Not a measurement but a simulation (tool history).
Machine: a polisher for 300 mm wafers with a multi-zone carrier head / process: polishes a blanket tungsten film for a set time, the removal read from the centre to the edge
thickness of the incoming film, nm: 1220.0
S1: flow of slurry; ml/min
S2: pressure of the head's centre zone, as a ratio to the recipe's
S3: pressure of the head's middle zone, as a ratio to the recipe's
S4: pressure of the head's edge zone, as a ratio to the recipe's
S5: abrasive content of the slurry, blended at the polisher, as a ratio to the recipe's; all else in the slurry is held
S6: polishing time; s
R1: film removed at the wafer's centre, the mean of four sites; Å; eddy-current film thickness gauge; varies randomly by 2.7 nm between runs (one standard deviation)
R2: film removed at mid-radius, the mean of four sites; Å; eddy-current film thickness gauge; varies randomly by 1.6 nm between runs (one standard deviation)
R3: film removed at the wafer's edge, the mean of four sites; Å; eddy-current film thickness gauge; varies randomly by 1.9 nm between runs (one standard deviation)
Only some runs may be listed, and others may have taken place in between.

Run 1, day 0.000: S1 205 ml/min, S2 1.00, S3 1.00, S4 1.00, S5 1.0, S6 48 s. Result: R1 3169.9 Å, R2 3071.1 Å, R3 3191.3 Å.
Run 2, day 0.362: S1 205 ml/min, S2 1.00, S3 1.00, S4 0.94, S5 1.0, S6 48 s. Result: R1 3155.1 Å, R2 3053.3 Å, R3 3087.0 Å.
Run 3, day 0.725: S1 195 ml/min, S2 1.03, S3 0.96, S4 0.93, S5 1.0, S6 48 s. Result: R1 3192.5 Å, R2 2936.9 Å, R3 3082.7 Å.
Run 4, day 1.000: S1 190 ml/min, S2 1.06, S3 0.93, S4 0.91, S5 1.0, S6 48 s. Result: R1 3290.0 Å, R2 2865.4 Å, R3 3059.0 Å.
Run 5, day 1.162: S1 190 ml/min, S2 1.06, S3 0.93, S4 0.84, S5 1.0, S6 48 s. Result: R1 3381.2 Å, R2 2863.0 Å, R3 2968.5 Å.
Run 6, day 1.183: S1 190 ml/min, S2 1.06, S3 0.98, S4 0.84, S5 1.0, S6 48 s. Result: R1 3333.8 Å, R2 2986.4 Å, R3 2946.3 Å.

Estimate the outcome of run 7 from the log above:
Run 7, day 1.538: S1 180 ml/min, S2 1.07, S3 0.95, S4 0.85, S5 1.0, S6 48 s. Result: R1 ?, R2 ?, R3 ?.

{"run 7": {"R1": 3390.1, "R2": 2894.2, "R3": 2915.9}}
